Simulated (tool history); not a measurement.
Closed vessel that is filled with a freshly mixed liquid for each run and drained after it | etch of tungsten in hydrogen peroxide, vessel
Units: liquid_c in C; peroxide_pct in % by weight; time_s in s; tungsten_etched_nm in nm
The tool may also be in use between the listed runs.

run	hour	liquid_c	peroxide_pct	time_s	tungsten_etched_nm
1	0.0	56.0	20.5	30	54.530
2	9.2	56.0	24.5	30	59.703
3	12.8	49.5	24.5	30	40.919
4	13.9	53.0	24.5	30	49.997
5	15.1	49.0	24.5	30	39.217
# hour 16.2: peroxide flow meter replaced
6	16.2	52.5	24.5	30	46.644
7	21.1	60.5	25.0	30	75.495
8	22.4	61.5	25.0	30	81.289
9	26.3	62.0	25.0	30	81.466
10	31.1	62.5	25.0	30	84.272

The next listed run, before its measurement:
11	33.6	63.0	25.0	30	?

tungsten_etched_nm: 87.204 nm
